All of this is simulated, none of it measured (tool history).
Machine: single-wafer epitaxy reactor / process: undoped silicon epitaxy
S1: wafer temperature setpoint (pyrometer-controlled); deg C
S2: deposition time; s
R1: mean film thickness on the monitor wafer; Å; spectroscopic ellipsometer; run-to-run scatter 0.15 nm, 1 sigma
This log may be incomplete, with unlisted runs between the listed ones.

Run 1, hour 0.0: S1 655 deg C, S2 266 s. Result: R1 545.37 Å.
Run 2, hour 6.5: S1 665 deg C, S2 266 s. Result: R1 669.12 Å.
Run 3, hour 14.7: S1 661 deg C, S2 266 s. Result: R1 611.99 Å.
Run 4, hour 21.0: S1 661 deg C, S2 298 s. Result: R1 688.30 Å.
Run 5, hour 22.1: S1 661 deg C, S2 282 s. Result: R1 657.17 Å.
Run 6, hour 27.6: S1 661 deg C, S2 307 s. Result: R1 712.61 Å.
Run 7, hour 36.6: S1 657 deg C, S2 306 s. Result: R1 655.92 Å.

The next listed run, before its measurement:
At hour 38.2: pyrometer calibrated.
Run 8, hour 38.2: S1 653 deg C, S2 305 s. Result: R1 ?.

R1: 541.16 Å
